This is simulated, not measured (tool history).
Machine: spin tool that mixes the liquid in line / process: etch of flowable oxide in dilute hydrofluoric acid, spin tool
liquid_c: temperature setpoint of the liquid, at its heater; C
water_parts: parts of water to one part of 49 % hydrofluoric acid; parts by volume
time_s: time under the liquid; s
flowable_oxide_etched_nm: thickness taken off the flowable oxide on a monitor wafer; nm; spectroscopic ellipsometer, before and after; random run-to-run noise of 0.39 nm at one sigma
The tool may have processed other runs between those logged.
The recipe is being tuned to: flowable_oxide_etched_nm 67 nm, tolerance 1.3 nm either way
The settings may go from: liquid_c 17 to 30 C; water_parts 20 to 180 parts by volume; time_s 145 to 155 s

| run | day | liquid_c | water_parts | time_s | flowable_oxide_etched_nm |
|---|---|---|---|---|---|
| 1 | 0 | 22 | 100 | 145 | 35.913 |
| 2 | 0.304 | 22 | 65 | 145 | 56.882 |
| 3 | 0.592 | 22 | 40 | 145 | 96.387 |
| 4 | 0.904 | 24.5 | 40 | 145 | 106.91 |
| 5 | 0.996 | 22.5 | 40 | 145 | 97.726 |
| 6 | 1.096 | 22.5 | 40 | 155 | 104.73 |
| 7 | 1.388 | 18.5 | 65 | 155 | 52.553 |
| 8 | 1.717 | 19.5 | 65 | 155 | 55.577 |
| 9 | 1.746 | 23.5 | 65 | 155 | 64.597 |

Exactly one of the 5 candidate moves below puts every result within its allowed miss. Which one?
| A | 1.775 | 23.5 | 65 | 145 | ? |
| B | 1.775 | 25.5 | 70 | 150 | ? |
| C | 1.775 | 22.5 | 65 | 155 | ? |
| D | 1.775 | 23 | 65 | 150 | ? |
| E | 1.775 | 22 | 60 | 155 | ? |

| move | flowable_oxide_etched_nm |
|---|---|
| A | 60.693 |
| B | 62.799 |
| C | 62.272 |
| D | 61.515 |
| E | 66.495 |
A: its largest miss is bigger than the last run's
B: its largest miss is bigger than the last run's
C: its largest miss is bigger than the last run's
D: its largest miss is bigger than the last run's
E: meets every target
Go with E: it meets all targets.
